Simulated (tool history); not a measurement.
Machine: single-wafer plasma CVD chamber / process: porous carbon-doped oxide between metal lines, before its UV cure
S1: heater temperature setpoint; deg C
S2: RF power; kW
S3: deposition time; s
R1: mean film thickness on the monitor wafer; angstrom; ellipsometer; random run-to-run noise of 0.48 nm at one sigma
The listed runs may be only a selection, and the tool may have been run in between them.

run	hour	S1	S2	S3	R1
1	0.0	290	0.535	17.1	1187.9
2	5.9	290	0.570	17.1	1240.2
3	13.0	290	0.530	17.1	1172.3
4	18.5	294	0.530	17.1	1147.2
5	26.0	294	0.600	17.1	1245.1
6	30.6	290	0.600	17.1	1279.5

Run 7 comes next. What will it give?
7	37.1	287	0.600	17.1	?

Run 7 came out at R1 1309.6 angstrom.
